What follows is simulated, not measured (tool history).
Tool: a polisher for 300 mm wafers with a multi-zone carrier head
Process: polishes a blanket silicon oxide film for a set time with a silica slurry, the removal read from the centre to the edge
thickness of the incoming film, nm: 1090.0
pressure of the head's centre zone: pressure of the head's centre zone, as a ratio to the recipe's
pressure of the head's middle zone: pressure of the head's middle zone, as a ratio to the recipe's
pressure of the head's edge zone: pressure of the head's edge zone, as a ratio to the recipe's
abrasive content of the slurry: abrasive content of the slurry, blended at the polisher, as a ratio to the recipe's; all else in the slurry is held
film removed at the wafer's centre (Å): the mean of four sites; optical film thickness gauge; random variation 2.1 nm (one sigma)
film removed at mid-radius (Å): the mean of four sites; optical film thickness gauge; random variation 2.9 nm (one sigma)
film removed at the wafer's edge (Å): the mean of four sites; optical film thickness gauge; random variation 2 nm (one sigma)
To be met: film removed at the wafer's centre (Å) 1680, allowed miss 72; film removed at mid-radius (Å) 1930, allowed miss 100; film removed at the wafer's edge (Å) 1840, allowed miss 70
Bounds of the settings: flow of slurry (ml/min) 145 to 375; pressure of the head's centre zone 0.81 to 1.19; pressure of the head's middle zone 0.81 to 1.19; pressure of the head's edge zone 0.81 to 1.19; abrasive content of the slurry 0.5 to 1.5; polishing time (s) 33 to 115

run,hour,flow of slurry (ml/min),pressure of the head's centre zone,pressure of the head's middle zone,pressure of the head's edge zone,abrasive content of the slurry,polishing time (s),film removed at the wafer's centre (Å),film removed at mid-radius (Å),film removed at the wafer's edge (Å)
1,0,240,1,1,1,1,73,2386.4,2407.5,2469.5
2,6.6,240,0.92,1,1,1,73,2164.5,2460.5,2504.9
3,13.7,240,0.92,1,0.98,0.9,73,2078.2,2363.6,2354.1
4,21.7,240,0.92,1,0.98,0.9,89,2524.7,2752.1,2880.4
5,24.5,240,0.92,1.08,0.98,0.9,89,2500.3,3009.4,2830.5
6,33.4,240,0.92,1.16,0.98,0.9,89,2601.6,3268.9,2850.7
7,38.6,240,0.92,1.13,0.97,0.8,86,2367.5,2880,2695.3
8,40.6,240,0.93,1.14,0.95,0.75,81,2157.6,2674.2,2388.4
9,44.6,240,0.93,1.14,0.95,0.75,81,2212.3,2663.7,2366.6
10,49.5,240,0.92,1.12,0.93,0.7,80,2106.9,2588.5,2315.4
11,56.4,240,0.92,1.11,0.93,0.65,78,1980.8,2324,2186.1
12,63.3,240,0.92,1.11,0.92,0.6,77,1933.6,2299.4,2077.6

Which of these 5 next moves meets every target?
A,70.2,245,0.94,1.07,0.99,0.55,68,?,?,?
B,70.2,175,0.86,1.11,1,0.8,78,?,?,?
C,70.2,240,1.13,1.05,0.82,0.5,74,?,?,?
D,70.2,230,0.88,0.96,1.08,0.5,84,?,?,?
E,70.2,290,0.92,1.16,0.88,0.5,73,?,?,?

move,film removed at the wafer's centre (Å),film removed at mid-radius (Å),film removed at the wafer's edge (Å)
A,1638.9,1951.6,1847.4
B,1862.3,2511.6,2352.8
C,2065.1,2013.1,1775.9
D,1809.2,2125.8,2286.4
E,1699.4,2195.5,1837.1
A: meets every target
B: further off than the last run
C: brings the result that was furthest off to its target, and leaves another outside
D: further off than the last run
E: nearer than the last run, and not there yet
Answer: A
